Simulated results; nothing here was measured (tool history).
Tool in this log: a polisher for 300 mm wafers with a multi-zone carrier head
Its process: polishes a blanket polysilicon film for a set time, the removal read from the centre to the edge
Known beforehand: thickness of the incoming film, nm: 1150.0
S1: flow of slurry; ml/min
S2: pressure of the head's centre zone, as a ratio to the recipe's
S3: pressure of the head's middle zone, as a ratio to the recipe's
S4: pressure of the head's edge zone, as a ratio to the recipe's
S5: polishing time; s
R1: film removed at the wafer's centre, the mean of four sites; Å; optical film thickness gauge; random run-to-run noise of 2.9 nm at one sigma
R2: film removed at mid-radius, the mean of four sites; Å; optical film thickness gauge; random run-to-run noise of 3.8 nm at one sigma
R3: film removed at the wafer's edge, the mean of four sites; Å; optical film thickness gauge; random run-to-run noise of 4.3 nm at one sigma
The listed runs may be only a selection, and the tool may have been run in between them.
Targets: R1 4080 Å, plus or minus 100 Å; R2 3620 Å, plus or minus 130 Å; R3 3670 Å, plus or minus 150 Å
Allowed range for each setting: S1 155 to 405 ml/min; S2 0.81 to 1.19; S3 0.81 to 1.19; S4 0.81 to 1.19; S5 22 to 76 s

{"run": 1, "hour": 0.0, "S1": 260, "S2": 1, "S3": 1, "S4": 1, "S5": 49, "R1": 4314.5, "R2": 4382.6, "R3": 4361.8}
{"run": 2, "hour": 9.0, "S1": 260, "S2": 1, "S3": 1, "S4": 1, "S5": 38, "R1": 3375.8, "R2": 3355.8, "R3": 3390.8}
{"run": 3, "hour": 10.9, "S1": 260, "S2": 1, "S3": 1, "S4": 1, "S5": 30, "R1": 2652.7, "R2": 2669.4, "R3": 2683.2}
{"run": 4, "hour": 14.6, "S1": 275, "S2": 1.06, "S3": 1.02, "S4": 1.05, "S5": 33, "R1": 3051.7, "R2": 2988.7, "R3": 2952.5}
{"run": 5, "hour": 23.4, "S1": 280, "S2": 1.09, "S3": 1.01, "S4": 1.07, "S5": 36, "R1": 3507.2, "R2": 3273.9, "R3": 3301.3}
{"run": 6, "hour": 27.4, "S1": 295, "S2": 1.12, "S3": 1.02, "S4": 1.1, "S5": 37, "R1": 3740.7, "R2": 3462.9, "R3": 3344.6}
{"run": 7, "hour": 30.9, "S1": 300, "S2": 1.12, "S3": 1.01, "S4": 1.12, "S5": 38, "R1": 3835.1, "R2": 3480.1, "R3": 3474}
{"run": 8, "hour": 39.7, "S1": 310, "S2": 1.13, "S3": 1.01, "S4": 1.14, "S5": 38, "R1": 3894.6, "R2": 3453.4, "R3": 3604.1}
{"run": 9, "hour": 47.6, "S1": 320, "S2": 1.14, "S3": 1.02, "S4": 1.14, "S5": 38, "R1": 3898.2, "R2": 3452.3, "R3": 3586.1}
{"run": 10, "hour": 50.5, "S1": 320, "S2": 1.15, "S3": 1.03, "S4": 1.15, "S5": 38, "R1": 3939.1, "R2": 3523.5, "R3": 3606.5}

5 next moves are on the table. One of them brings every result within its allowed miss. Which?
{"run": "A", "hour": 53.4, "S1": 305, "S2": 1.19, "S3": 1.07, "S4": 1.04, "S5": 41, "R1": "?", "R2": "?", "R3": "?"}
{"run": "B", "hour": 53.4, "S1": 315, "S2": 1.18, "S3": 0.92, "S4": 1.16, "S5": 38, "R1": "?", "R2": "?", "R3": "?"}
{"run": "C", "hour": 53.4, "S1": 185, "S2": 1.19, "S3": 0.94, "S4": 1.16, "S5": 41, "R1": "?", "R2": "?", "R3": "?"}
{"run": "D", "hour": 53.4, "S1": 405, "S2": 1.19, "S3": 1.06, "S4": 1.18, "S5": 37, "R1": "?", "R2": "?", "R3": "?"}
{"run": "E", "hour": 53.4, "S1": 320, "S2": 1.12, "S3": 0.97, "S4": 1.13, "S5": 38, "R1": "?", "R2": "?", "R3": "?"}

move=A R1=4395.6 R2=3920.8 R3=3778.2
move=B R1=4050.3 R2=3209.4 R3=3694.5
move=C R1=4068.5 R2=3280.2 R3=3775.6
move=D R1=4075.8 R2=3597.4 R3=3679.8
move=E R1=3854.8 R2=3361 R3=3652.2
A: pushes the last run's worst result past its target
B: meets the target for the result that was furthest off, but another lies outside its allowed miss
C: meets the target for the result that was furthest off, but another lies outside its allowed miss
D: meets every target
E: its largest miss is bigger than the last run's
D is the move that brings every result within its allowed miss.
